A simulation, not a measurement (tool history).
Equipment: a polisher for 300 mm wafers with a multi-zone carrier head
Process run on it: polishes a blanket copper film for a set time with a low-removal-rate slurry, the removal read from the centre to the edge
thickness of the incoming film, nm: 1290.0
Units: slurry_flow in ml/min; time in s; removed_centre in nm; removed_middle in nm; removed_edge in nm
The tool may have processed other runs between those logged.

Run 1, day 0.000: slurry_flow 250 ml/min, centre_zone 1.00, middle_zone 1.00, edge_zone 1.00, slurry_solids 1.00, time 86 s. Result: removed_centre 347.14 nm, removed_middle 344.60 nm, removed_edge 357.68 nm.
Run 2, day 0.358: slurry_flow 275 ml/min, centre_zone 1.00, middle_zone 1.00, edge_zone 1.00, slurry_solids 1.00, time 86 s. Result: removed_centre 359.02 nm, removed_middle 358.92 nm, removed_edge 363.38 nm.
Run 3, day 0.654: slurry_flow 275 ml/min, centre_zone 1.00, middle_zone 1.00, edge_zone 1.00, slurry_solids 0.85, time 86 s. Result: removed_centre 340.51 nm, removed_middle 342.08 nm, removed_edge 342.89 nm.
Run 4, day 0.979: slurry_flow 260 ml/min, centre_zone 0.98, middle_zone 0.96, edge_zone 0.98, slurry_solids 0.75, time 81 s. Result: removed_centre 301.50 nm, removed_middle 298.21 nm, removed_edge 310.87 nm.
Run 5, day 1.167: slurry_flow 260 ml/min, centre_zone 0.98, middle_zone 0.99, edge_zone 0.98, slurry_solids 0.75, time 81 s. Result: removed_centre 301.44 nm, removed_middle 309.25 nm, removed_edge 309.26 nm.
Run 6, day 1.492: slurry_flow 250 ml/min, centre_zone 0.97, middle_zone 0.96, edge_zone 0.96, slurry_solids 0.70, time 77 s. Result: removed_centre 279.00 nm, removed_middle 270.79 nm, removed_edge 283.63 nm.
Run 7, day 1.708: slurry_flow 240 ml/min, centre_zone 0.95, middle_zone 0.94, edge_zone 0.93, slurry_solids 0.65, time 75 s. Result: removed_centre 256.76 nm, removed_middle 253.55 nm, removed_edge 267.85 nm.
Run 8, day 1.829: slurry_flow 235 ml/min, centre_zone 0.94, middle_zone 0.92, edge_zone 0.91, slurry_solids 0.60, time 73 s. Result: removed_centre 239.69 nm, removed_middle 236.09 nm, removed_edge 250.56 nm.
Run 9, day 2.167: slurry_flow 230 ml/min, centre_zone 0.93, middle_zone 0.90, edge_zone 0.89, slurry_solids 0.60, time 73 s. Result: removed_centre 236.70 nm, removed_middle 234.88 nm, removed_edge 250.97 nm.
Run 10, day 2.338: slurry_flow 225 ml/min, centre_zone 0.93, middle_zone 0.88, edge_zone 0.88, slurry_solids 0.60, time 72 s. Result: removed_centre 236.13 nm, removed_middle 226.70 nm, removed_edge 246.17 nm.

Estimate the outcome of run 11 from the log above:
Run 11, day 2.488: slurry_flow 220 ml/min, centre_zone 0.92, middle_zone 0.87, edge_zone 0.87, slurry_solids 0.60, time 71 s. Result: removed_centre ?, removed_middle ?, removed_edge ?.

For run 11 the tool returned removed_centre 228.51 nm, removed_middle 227.28 nm, removed_edge 233.17 nm.
